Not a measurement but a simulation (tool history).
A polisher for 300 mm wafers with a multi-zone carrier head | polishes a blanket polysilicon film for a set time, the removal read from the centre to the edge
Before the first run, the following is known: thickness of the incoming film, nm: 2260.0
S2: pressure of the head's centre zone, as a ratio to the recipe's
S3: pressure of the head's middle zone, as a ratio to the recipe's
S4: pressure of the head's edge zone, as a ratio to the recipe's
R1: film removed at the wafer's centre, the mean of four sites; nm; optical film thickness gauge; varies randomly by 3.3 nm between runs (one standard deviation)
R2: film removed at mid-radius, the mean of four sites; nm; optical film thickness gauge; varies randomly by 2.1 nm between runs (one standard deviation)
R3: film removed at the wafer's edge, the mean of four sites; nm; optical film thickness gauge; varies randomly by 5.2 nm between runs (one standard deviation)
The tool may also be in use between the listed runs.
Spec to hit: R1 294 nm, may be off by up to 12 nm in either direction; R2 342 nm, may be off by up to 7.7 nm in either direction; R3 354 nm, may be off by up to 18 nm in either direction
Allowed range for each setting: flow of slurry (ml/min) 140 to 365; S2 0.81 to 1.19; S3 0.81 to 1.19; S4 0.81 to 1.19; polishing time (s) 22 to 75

run 1 hour=0 | flow_of_slurry_(ml/min)=235 S2=1 S3=1 S4=1 polishing_time_(s)=48 | R1=407.94 R2=413.29 R3=413.09
run 2 hour=3.7 | flow_of_slurry_(ml/min)=235 S2=1 S3=0.94 S4=1 polishing_time_(s)=48 | R1=405.93 R2=392.4 R3=402.35
run 3 hour=6.3 | flow_of_slurry_(ml/min)=235 S2=1 S3=0.94 S4=1 polishing_time_(s)=59 | R1=495.72 R2=487.54 R3=504.43
run 4 hour=9.9 | flow_of_slurry_(ml/min)=235 S2=1 S3=0.94 S4=1 polishing_time_(s)=63 | R1=545.81 R2=515.18 R3=542
run 5 hour=18.1 | flow_of_slurry_(ml/min)=235 S2=1 S3=1.02 S4=1 polishing_time_(s)=63 | R1=532.85 R2=546.84 R3=520.67
run 6 hour=25.1 | flow_of_slurry_(ml/min)=195 S2=1 S3=1.02 S4=1 polishing_time_(s)=63 | R1=516.78 R2=530.75 R3=518.14
run 7 hour=28.3 | flow_of_slurry_(ml/min)=190 S2=0.97 S3=1.01 S4=0.99 polishing_time_(s)=60 | R1=472.04 R2=503.04 R3=493.46
run 8 hour=31.3 | flow_of_slurry_(ml/min)=185 S2=0.95 S3=1 S4=0.98 polishing_time_(s)=57 | R1=452.36 R2=472.33 R3=461.58
run 9 hour=36.2 | flow_of_slurry_(ml/min)=180 S2=0.85 S3=1.02 S4=1.08 polishing_time_(s)=43 | R1=295.54 R2=358.14 R3=366.37
run 10 hour=42.9 | flow_of_slurry_(ml/min)=175 S2=0.85 S3=1.02 S4=1.08 polishing_time_(s)=43 | R1=290.89 R2=357.21 R3=370.84
run 11 hour=47.7 | flow_of_slurry_(ml/min)=170 S2=0.85 S3=1.02 S4=1.07 polishing_time_(s)=43 | R1=289.4 R2=355.41 R3=360.95

Exactly one of the 4 candidate moves below puts every result within its allowed miss. Which one?
run A hour=52.5 | flow_of_slurry_(ml/min)=150 S2=0.9 S3=1.07 S4=1.14 polishing_time_(s)=43 | R1=? R2=? R3=?
run B hour=52.5 | flow_of_slurry_(ml/min)=145 S2=0.85 S3=1.09 S4=1.11 polishing_time_(s)=43 | R1=? R2=? R3=?
run C hour=52.5 | flow_of_slurry_(ml/min)=185 S2=0.88 S3=1.01 S4=1.09 polishing_time_(s)=41 | R1=? R2=? R3=?
run D hour=52.5 | flow_of_slurry_(ml/min)=180 S2=0.93 S3=0.99 S4=1.09 polishing_time_(s)=40 | R1=? R2=? R3=?

move=A R1=307.82 R2=362.15 R3=375.46
move=B R1=288.58 R2=364.72 R3=368.72
move=C R1=298.72 R2=344.03 R3=359.06
move=D R1=306.55 R2=329.55 R3=349.27
A: lands further from the targets than the last run did
B: lands further from the targets than the last run did
C: every result lands within tolerance
D: pushes the last run's worst result past its target
The right move is C.
